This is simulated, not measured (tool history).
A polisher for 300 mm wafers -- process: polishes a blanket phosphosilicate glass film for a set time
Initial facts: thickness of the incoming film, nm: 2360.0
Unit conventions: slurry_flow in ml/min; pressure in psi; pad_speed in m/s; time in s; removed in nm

run    day  slurry_flow  pressure  pad_speed  slurry_solids  time  removed
  1      0          290       3.1        1.3              1    82    937.1
  2  0.142          290       2.6       1.28              1    82   814.51
  3  0.296          290       2.3       1.22              1    82   701.18
  4  0.342          335       2.3       1.22              1    82   712.56
  5  0.571          335       2.3       1.22            1.1    82   760.43
  6  0.738          335       1.6       1.22            1.1    82   586.02
  7    0.8          330       1.5        1.2            1.1    82   550.76
  8  0.888          325       1.5        1.2            1.1    82   552.51
  9  0.946          320       1.5        1.2            1.1    82    557.4
 10  1.167          320       1.5       1.18            1.1    82   545.35
     1.358  -- head pressure recalibrated
 11  1.358          320       1.4       1.16            1.1    82   470.57
 12  1.392          335       1.4       1.16            1.1    82   476.52
 13  1.729          325       1.4       1.16            1.1    82   475.05
 14  1.996          340       1.4       1.16            1.1    82    474.5
 15  2.088          325       1.4       1.16            1.1    82   469.98
 16  2.112          345       1.4       1.16            1.1    82   471.83
 17  2.333          325       1.4       1.16            1.1    82   468.76
 18  2.417          345       1.4       1.16            1.1    82   475.79

Estimate the outcome of run 19 from the log above:
 19  2.7          330       1.4       1.16            1.1    82        ?

Run 19 yielded removed 467.41 nm.
